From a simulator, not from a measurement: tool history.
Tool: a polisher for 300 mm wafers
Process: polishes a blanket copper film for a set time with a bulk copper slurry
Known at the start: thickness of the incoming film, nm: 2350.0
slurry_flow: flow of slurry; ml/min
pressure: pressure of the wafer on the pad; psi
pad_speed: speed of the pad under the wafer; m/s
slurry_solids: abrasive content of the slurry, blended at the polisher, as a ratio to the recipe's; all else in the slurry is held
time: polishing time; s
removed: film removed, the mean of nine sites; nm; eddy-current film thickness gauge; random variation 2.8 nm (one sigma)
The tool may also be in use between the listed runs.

run    day  slurry_flow  pressure  pad_speed  slurry_solids  time  removed
  1      0          190         2       1.24              1    32   218.87
  2  0.204          145         2       1.24              1    32   206.57
  3  0.396          155       2.1       1.24              1    32   222.04
  4  0.579          155       2.1       1.08              1    32   193.77
  5  0.738          165       2.2       1.08              1    32   202.24
  6  0.962          165       2.2       0.92              1    32   173.93

Run 7 comes next. What will it give?
  7  0.983          205       2.8       1.24              1    32        ?

Run 7 gave removed 302.96 nm.
